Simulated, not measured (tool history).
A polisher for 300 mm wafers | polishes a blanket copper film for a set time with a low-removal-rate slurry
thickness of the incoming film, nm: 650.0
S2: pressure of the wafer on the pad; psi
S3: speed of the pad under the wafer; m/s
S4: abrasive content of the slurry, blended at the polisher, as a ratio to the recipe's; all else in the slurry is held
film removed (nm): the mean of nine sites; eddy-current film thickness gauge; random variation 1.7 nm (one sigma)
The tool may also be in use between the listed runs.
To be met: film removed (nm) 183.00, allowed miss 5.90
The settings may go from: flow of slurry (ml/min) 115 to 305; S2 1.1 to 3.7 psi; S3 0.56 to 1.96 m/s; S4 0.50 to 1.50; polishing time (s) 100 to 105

run 1 day=0.000 | flow_of_slurry_(ml/min)=195 S2=2.4 S3=1.26 S4=1.00 polishing_time_(s)=100 | film_removed_(nm)=365.69
run 2 day=0.229 | flow_of_slurry_(ml/min)=190 S2=2.0 S3=1.20 S4=1.00 polishing_time_(s)=100 | film_removed_(nm)=291.14
run 3 day=0.417 | flow_of_slurry_(ml/min)=230 S2=2.0 S3=1.20 S4=1.00 polishing_time_(s)=100 | film_removed_(nm)=301.69
run 4 day=0.438 | flow_of_slurry_(ml/min)=220 S2=1.7 S3=1.16 S4=1.00 polishing_time_(s)=100 | film_removed_(nm)=248.92
run 5 day=0.529 | flow_of_slurry_(ml/min)=220 S2=1.7 S3=1.16 S4=1.20 polishing_time_(s)=100 | film_removed_(nm)=256.43
run 6 day=0.892 | flow_of_slurry_(ml/min)=210 S2=1.5 S3=1.14 S4=1.20 polishing_time_(s)=100 | film_removed_(nm)=217.52
run 7 day=1.258 | flow_of_slurry_(ml/min)=190 S2=1.4 S3=1.14 S4=1.20 polishing_time_(s)=100 | film_removed_(nm)=206.36
-- day=1.483 slurry nozzle cleaned
run 8 day=1.483 | flow_of_slurry_(ml/min)=180 S2=1.1 S3=1.14 S4=1.20 polishing_time_(s)=100 | film_removed_(nm)=169.43
run 9 day=1.767 | flow_of_slurry_(ml/min)=190 S2=1.1 S3=1.14 S4=1.20 polishing_time_(s)=100 | film_removed_(nm)=171.82
run 10 day=2.104 | flow_of_slurry_(ml/min)=200 S2=1.1 S3=1.14 S4=1.20 polishing_time_(s)=100 | film_removed_(nm)=171.90
run 11 day=2.475 | flow_of_slurry_(ml/min)=205 S2=1.1 S3=1.14 S4=1.20 polishing_time_(s)=100 | film_removed_(nm)=170.62

Which of these 5 next moves meets every target?
run A day=2.846 | flow_of_slurry_(ml/min)=230 S2=1.2 S3=0.96 S4=1.15 polishing_time_(s)=103 | film_removed_(nm)=?
run B day=2.846 | flow_of_slurry_(ml/min)=175 S2=1.2 S3=1.00 S4=1.25 polishing_time_(s)=100 | film_removed_(nm)=?
run C day=2.846 | flow_of_slurry_(ml/min)=220 S2=1.2 S3=1.16 S4=1.40 polishing_time_(s)=102 | film_removed_(nm)=?
run D day=2.846 | flow_of_slurry_(ml/min)=160 S2=1.3 S3=0.86 S4=1.50 polishing_time_(s)=100 | film_removed_(nm)=?
run E day=2.846 | flow_of_slurry_(ml/min)=290 S2=1.6 S3=0.84 S4=0.95 polishing_time_(s)=100 | film_removed_(nm)=?

move=A film_removed_(nm)=163.31
move=B film_removed_(nm)=162.25
move=C film_removed_(nm)=200.94
move=D film_removed_(nm)=155.22
move=E film_removed_(nm)=180.74
A: further off than the last run
B: further off than the last run
C: takes the result that was furthest off past its target
D: further off than the last run
E: meets every target
The right move is E.

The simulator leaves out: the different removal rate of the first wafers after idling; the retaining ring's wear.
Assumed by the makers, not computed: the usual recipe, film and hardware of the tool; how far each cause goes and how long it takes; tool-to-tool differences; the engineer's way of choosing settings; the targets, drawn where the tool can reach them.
